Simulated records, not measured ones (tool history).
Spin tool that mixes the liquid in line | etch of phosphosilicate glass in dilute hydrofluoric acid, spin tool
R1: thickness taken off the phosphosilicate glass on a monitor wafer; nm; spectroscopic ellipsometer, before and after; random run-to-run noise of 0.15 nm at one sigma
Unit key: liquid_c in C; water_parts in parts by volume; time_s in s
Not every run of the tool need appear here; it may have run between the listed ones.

run 1 hour=0 | liquid_c=26 water_parts=150 time_s=15 | R1=18.233
run 2 hour=2.9 | liquid_c=24.5 water_parts=150 time_s=15 | R1=17.163
run 3 hour=8.1 | liquid_c=27 water_parts=150 time_s=15 | R1=18.923
run 4 hour=13.1 | liquid_c=27 water_parts=150 time_s=15 | R1=19.023
run 5 hour=21.3 | liquid_c=28 water_parts=150 time_s=15 | R1=19.558
run 6 hour=28.6 | liquid_c=28 water_parts=150 time_s=15 | R1=19.58

The next listed run, before its measurement:
run 7 hour=30.1 | liquid_c=29 water_parts=150 time_s=15 | R1=?

R1: 20.567 nm
